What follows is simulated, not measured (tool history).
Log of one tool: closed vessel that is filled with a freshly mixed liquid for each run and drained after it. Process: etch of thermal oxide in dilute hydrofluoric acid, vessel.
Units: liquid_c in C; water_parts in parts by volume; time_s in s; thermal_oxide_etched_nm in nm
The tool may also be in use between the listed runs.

run	hour	liquid_c	water_parts	time_s	thermal_oxide_etched_nm
1	0.0	23.0	285	100	1.52210
2	6.4	22.5	285	100	1.49430
3	12.7	22.0	285	100	1.47190
4	14.0	22.0	285	55	0.79998
5	18.7	24.0	285	55	0.86612
# hour 21.4: hydrofluoric acid flow meter replaced
6	21.4	22.5	285	55	0.71663
7	25.6	23.0	285	55	0.72737

Forecast run 8:
8	30.7	22.5	280	55	?

{"run 8": {"thermal_oxide_etched_nm": 0.7239}}

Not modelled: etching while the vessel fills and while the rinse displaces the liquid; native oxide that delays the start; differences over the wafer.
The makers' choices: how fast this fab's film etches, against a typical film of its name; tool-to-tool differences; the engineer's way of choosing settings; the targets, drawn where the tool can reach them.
